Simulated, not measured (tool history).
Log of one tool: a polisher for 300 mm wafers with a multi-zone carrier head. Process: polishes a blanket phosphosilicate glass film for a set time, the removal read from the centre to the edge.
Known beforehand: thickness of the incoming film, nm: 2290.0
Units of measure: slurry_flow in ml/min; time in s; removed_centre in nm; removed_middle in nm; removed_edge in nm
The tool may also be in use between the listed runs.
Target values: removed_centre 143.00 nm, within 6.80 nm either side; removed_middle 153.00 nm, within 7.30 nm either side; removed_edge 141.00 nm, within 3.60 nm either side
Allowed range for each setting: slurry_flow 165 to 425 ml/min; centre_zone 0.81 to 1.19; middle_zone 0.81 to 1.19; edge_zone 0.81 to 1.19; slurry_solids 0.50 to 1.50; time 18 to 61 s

run,hour,slurry_flow,centre_zone,middle_zone,edge_zone,slurry_solids,time,removed_centre,removed_middle,removed_edge
1,0.0,275,1.00,1.00,1.00,1.00,39,185.32,187.02,188.76
2,8.7,275,1.00,1.00,1.00,1.00,35,167.25,173.74,166.98
3,11.4,275,1.00,1.00,0.97,1.00,35,169.87,171.97,166.74
4,13.9,275,1.00,1.00,0.97,0.85,35,149.17,149.68,150.34
5,18.0,275,1.00,0.92,0.97,0.85,35,149.93,148.44,149.25
6,20.4,275,0.99,0.93,0.94,0.85,35,151.25,144.15,148.20
7,21.6,280,1.00,0.97,0.94,0.85,35,152.38,151.71,147.41
8,27.2,280,0.99,0.98,0.93,0.85,35,149.40,150.52,146.82
9,28.1,280,0.98,0.99,0.92,0.85,35,146.60,150.93,146.95
10,30.7,280,0.98,1.00,0.91,0.85,35,147.78,152.51,145.28

Exactly one of the 5 candidate moves below puts every result within its allowed miss. Which one?
A,33.3,325,1.12,1.01,0.81,0.85,34,?,?,?
B,33.3,280,0.96,0.97,0.97,0.85,36,?,?,?
C,33.3,270,1.01,1.06,0.96,1.05,29,?,?,?
D,33.3,230,0.99,0.93,0.97,0.70,41,?,?,?
E,33.3,325,1.15,0.97,0.81,0.90,31,?,?,?

move,removed_centre,removed_middle,removed_edge
A,160.79,151.56,136.39
B,148.19,153.58,153.00
C,141.80,151.90,139.77
D,146.32,143.02,148.22
E,155.77,138.84,129.35
A: moves the result that the last run missed by most past its target, out the other side
B: its largest miss is bigger than the last run's
C: all results in spec
D: its largest miss is bigger than the last run's
E: moves the result that the last run missed by most past its target, out the other side
The move that meets every target is C.
